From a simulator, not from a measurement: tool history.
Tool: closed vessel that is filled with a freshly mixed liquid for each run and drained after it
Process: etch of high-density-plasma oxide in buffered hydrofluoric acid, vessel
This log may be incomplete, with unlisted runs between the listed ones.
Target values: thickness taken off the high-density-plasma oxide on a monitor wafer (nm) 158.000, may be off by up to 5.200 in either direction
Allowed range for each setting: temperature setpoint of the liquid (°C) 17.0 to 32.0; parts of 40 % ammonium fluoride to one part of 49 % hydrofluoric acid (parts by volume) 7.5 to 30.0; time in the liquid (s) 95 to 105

run	hour	temperature setpoint of the liquid (°C)	parts of 40 % ammonium fluoride to one part of 49 % hydrofluoric acid (parts by volume)	time in the liquid (s)	thickness taken off the high-density-plasma oxide on a monitor wafer (nm)
1	0.0	24.0	21.0	95	64.779
2	5.8	24.0	21.0	95	63.705
3	13.9	25.0	19.5	95	71.058
4	22.2	25.0	14.5	95	97.371
5	31.1	25.5	14.0	95	100.980
6	39.9	25.5	14.0	95	102.690
7	48.9	26.0	14.0	95	105.520
8	53.0	26.5	14.0	95	107.130
9	60.7	27.0	14.0	95	111.190
10	62.2	31.0	11.5	95	166.110

4 candidate next runs follow, results not yet known. Just one meets every target within its allowed miss. Identify it.
A	63.7	28.0	9.0	95	?
B	63.7	31.0	14.0	100	?
C	63.7	30.5	11.0	95	?
D	63.7	29.5	11.0	95	?

move	thickness taken off the high-density-plasma oxide on a monitor wafer (nm)
A	169.820
B	141.130
C	165.280
D	156.830
A: misses by more than the last run did
B: moves the result that the last run missed by most past its target, out the other side
C: an improvement on the last run, though not all results are within tolerance
D: every result within its allowed miss
D meets every target.
